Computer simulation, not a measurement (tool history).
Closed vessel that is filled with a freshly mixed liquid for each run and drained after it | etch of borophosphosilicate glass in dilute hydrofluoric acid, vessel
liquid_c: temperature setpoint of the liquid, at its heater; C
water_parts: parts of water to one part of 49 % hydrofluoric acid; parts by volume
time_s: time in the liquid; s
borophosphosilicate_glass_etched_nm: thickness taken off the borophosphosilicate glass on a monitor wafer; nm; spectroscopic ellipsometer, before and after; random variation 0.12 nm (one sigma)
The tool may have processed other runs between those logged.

run	hour	liquid_c	water_parts	time_s	borophosphosilicate_glass_etched_nm
1	0	22	120	30	11.373
2	7.3	22	85	30	16.593
3	15.7	22	85	30	16.579
4	22.2	22	85	30	16.663
5	27.3	22	85	30	16.548
6	32.1	22	55	30	26.843
7	38	21	55	30	25.537
8	42	20.5	60	30	22.968

Forecast run 9:
9	47.8	19.5	60	30	?

{"run 9": {"borophosphosilicate_glass_etched_nm": 21.98}}
